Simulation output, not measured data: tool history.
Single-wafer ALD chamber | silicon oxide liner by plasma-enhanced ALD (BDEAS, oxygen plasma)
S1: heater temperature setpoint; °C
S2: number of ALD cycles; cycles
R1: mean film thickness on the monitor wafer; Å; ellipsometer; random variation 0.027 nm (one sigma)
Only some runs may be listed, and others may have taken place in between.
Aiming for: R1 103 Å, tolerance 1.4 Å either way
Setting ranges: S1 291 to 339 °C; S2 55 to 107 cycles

Run 1, day 0: S1 315 °C, S2 81 cycles. Result: R1 80.27 Å.
Run 2, day 0.162: S1 315 °C, S2 73 cycles. Result: R1 71.652 Å.
Run 3, day 0.521: S1 307 °C, S2 73 cycles. Result: R1 73.098 Å.
Run 4, day 0.8: S1 305 °C, S2 80 cycles. Result: R1 79.919 Å.
Run 5, day 0.929: S1 305 °C, S2 84 cycles. Result: R1 84.198 Å.
Run 6, day 1.017: S1 305 °C, S2 73 cycles. Result: R1 73.168 Å.
Run 7, day 1.046: S1 304 °C, S2 81 cycles. Result: R1 81.149 Å.
Run 8, day 1.088: S1 303 °C, S2 86 cycles. Result: R1 86.79 Å.
Run 9, day 1.371: S1 302 °C, S2 90 cycles. Result: R1 90.807 Å.
Run 10, day 1.729: S1 301 °C, S2 93 cycles. Result: R1 94.443 Å.
Run 11, day 1.892: S1 301 °C, S2 93 cycles. Result: R1 94.025 Å.
Run 12, day 2.221: S1 300 °C, S2 95 cycles. Result: R1 96.714 Å.
Run 13, day 2.533: S1 300 °C, S2 96 cycles. Result: R1 97.355 Å.
Run 14, day 2.896: S1 298 °C, S2 102 cycles. Result: R1 104.58 Å.

Consider the 4 candidate settings below. Which is the only one whose results all fall within their allowed miss of target?
Run A, day 3.258: S1 294 °C, S2 104 cycles. Result: R1 ?.
Run B, day 3.258: S1 298 °C, S2 103 cycles. Result: R1 ?.
Run C, day 3.258: S1 298 °C, S2 101 cycles. Result: R1 ?.
Run D, day 3.258: S1 303 °C, S2 107 cycles. Result: R1 ?.

move      R1
   A  108.13
   B  105.37
   C  103.32
   D  107.53
A: lands further from the targets than the last run did
B: lands further from the targets than the last run did
C: each result inside its tolerance
D: lands further from the targets than the last run did
So the answer is move C, the one that meets all the targets.

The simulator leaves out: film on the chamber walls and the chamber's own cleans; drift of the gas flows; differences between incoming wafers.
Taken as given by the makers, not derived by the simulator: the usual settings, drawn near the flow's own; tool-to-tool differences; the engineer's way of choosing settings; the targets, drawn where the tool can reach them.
